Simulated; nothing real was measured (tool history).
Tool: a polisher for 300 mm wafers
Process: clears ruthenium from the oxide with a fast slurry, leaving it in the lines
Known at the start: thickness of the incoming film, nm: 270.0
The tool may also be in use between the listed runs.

run  hour  flow of slurry (ml/min)  pressure of the wafer on the pad (psi)  speed of the pad under the wafer (m/s)  abrasive content of the slurry  overpolish time after the end point (s)  time until the end point was called (s)  dishing of a wide line in a test structure (Å)
  1   0.0                      180                                     2.5                                    0.94                             1.0                                        8                                  105.400                                          143.49
  2   0.7                      180                                     2.5                                    0.80                             1.0                                        8                                  123.220                                          126.71
  3   2.9                      185                                     2.9                                    0.84                             1.0                                        8                                  102.460                                          147.79
  4  10.4                      185                                     2.9                                    0.68                             1.0                                        8                                  124.200                                          125.40
  5  11.1                      185                                     2.9                                    0.82                             1.0                                        8                                  105.160                                          143.49
  6  18.2                      185                                     3.2                                    0.88                             1.0                                        8                                   87.615                                          165.78
  7  26.5                      185                                     3.4                                    0.92                             1.0                                        8                                   79.525                                          181.17
  8  29.3                      190                                     3.5                                    0.96                             1.0                                        8                                   73.667                                          193.72

Forecast run 9:
  9  33.9                      190                                     3.6                                    1.00                             1.0                                        8                                        ?                                               ?

time until the end point was called (s): 69.181
dishing of a wide line in a test structure (Å): 207.87
